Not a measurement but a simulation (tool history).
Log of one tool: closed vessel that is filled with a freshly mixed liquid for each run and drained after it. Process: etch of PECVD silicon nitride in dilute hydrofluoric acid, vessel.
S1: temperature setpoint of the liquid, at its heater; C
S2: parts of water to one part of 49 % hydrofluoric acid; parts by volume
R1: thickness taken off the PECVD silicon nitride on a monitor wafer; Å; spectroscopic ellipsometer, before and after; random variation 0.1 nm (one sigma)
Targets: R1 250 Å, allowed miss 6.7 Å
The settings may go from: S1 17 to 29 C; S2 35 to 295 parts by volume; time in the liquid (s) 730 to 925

Run 1, day 0: S1 21 C, S2 165 parts by volume, time in the liquid (s) 925. Result: R1 192.58 Å.
Run 2, day 0.3: S1 22 C, S2 165 parts by volume, time in the liquid (s) 925. Result: R1 205.51 Å.
Run 3, day 0.508: S1 22 C, S2 125 parts by volume, time in the liquid (s) 925. Result: R1 272.98 Å.
Run 4, day 0.567: S1 22 C, S2 90 parts by volume, time in the liquid (s) 925. Result: R1 374.51 Å.
Run 5, day 0.846: S1 21 C, S2 95 parts by volume, time in the liquid (s) 925. Result: R1 332.67 Å.
Run 6, day 0.992: S1 20 C, S2 95 parts by volume, time in the liquid (s) 925. Result: R1 310.47 Å.
Run 7, day 1.146: S1 19.5 C, S2 95 parts by volume, time in the liquid (s) 925. Result: R1 299.88 Å.
Run 8, day 1.354: S1 19 C, S2 95 parts by volume, time in the liquid (s) 925. Result: R1 290.5 Å.
Run 9, day 1.725: S1 18.5 C, S2 95 parts by volume, time in the liquid (s) 925. Result: R1 279.83 Å.
Run 10, day 2.108: S1 18 C, S2 95 parts by volume, time in the liquid (s) 925. Result: R1 273.26 Å.
Run 11, day 2.504: S1 17 C, S2 100 parts by volume, time in the liquid (s) 925. Result: R1 240.22 Å.
Run 12, day 2.708: S1 17 C, S2 100 parts by volume, time in the liquid (s) 925. Result: R1 241.7 Å.

5 next moves are on the table. One of them brings every result within its allowed miss. Which?
Run A, day 2.912: S1 18.5 C, S2 105 parts by volume, time in the liquid (s) 855. Result: R1 ?.
Run B, day 2.912: S1 18.5 C, S2 100 parts by volume, time in the liquid (s) 800. Result: R1 ?.
Run C, day 2.912: S1 17 C, S2 105 parts by volume, time in the liquid (s) 925. Result: R1 ?.
Run D, day 2.912: S1 17.5 C, S2 110 parts by volume, time in the liquid (s) 925. Result: R1 ?.
Run E, day 2.912: S1 20 C, S2 110 parts by volume, time in the liquid (s) 855. Result: R1 ?.

move      R1
   A   235.5
   B  231.05
   C  229.66
   D  227.29
   E  249.35
A: further off than the last run
B: further off than the last run
C: further off than the last run
D: further off than the last run
E: meets every target
Answer: E
